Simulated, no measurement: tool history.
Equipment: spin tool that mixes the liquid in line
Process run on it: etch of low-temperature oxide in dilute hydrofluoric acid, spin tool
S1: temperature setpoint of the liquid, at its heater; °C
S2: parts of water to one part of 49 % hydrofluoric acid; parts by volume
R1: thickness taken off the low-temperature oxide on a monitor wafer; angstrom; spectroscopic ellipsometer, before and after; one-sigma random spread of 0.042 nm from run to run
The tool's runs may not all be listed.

Run 1, day 0.000: S1 23.0 °C, S2 45 parts by volume, time under the liquid (s) 15. Result: R1 50.652 angstrom.
Run 2, day 0.308: S1 25.0 °C, S2 40 parts by volume, time under the liquid (s) 15. Result: R1 62.412 angstrom.
Run 3, day 0.588: S1 25.0 °C, S2 30 parts by volume, time under the liquid (s) 15. Result: R1 84.657 angstrom.
Run 4, day 0.862: S1 26.5 °C, S2 30 parts by volume, time under the liquid (s) 15. Result: R1 90.102 angstrom.
Run 5, day 1.221: S1 27.5 °C, S2 30 parts by volume, time under the liquid (s) 15. Result: R1 93.756 angstrom.
Run 6, day 1.296: S1 28.5 °C, S2 30 parts by volume, time under the liquid (s) 15. Result: R1 97.719 angstrom.
Run 7, day 1.658: S1 31.0 °C, S2 25 parts by volume, time under the liquid (s) 15. Result: R1 131.020 angstrom.
Run 8, day 1.742: S1 30.5 °C, S2 25 parts by volume, time under the liquid (s) 15. Result: R1 127.910 angstrom.
Run 9, day 2.017: S1 30.5 °C, S2 25 parts by volume, time under the liquid (s) 15. Result: R1 127.490 angstrom.

Estimate the outcome of run 10 from the log above:
Run 10, day 2.221: S1 30.0 °C, S2 25 parts by volume, time under the liquid (s) 15. Result: R1 ?.

{"run 10": {"R1": 125.66}}
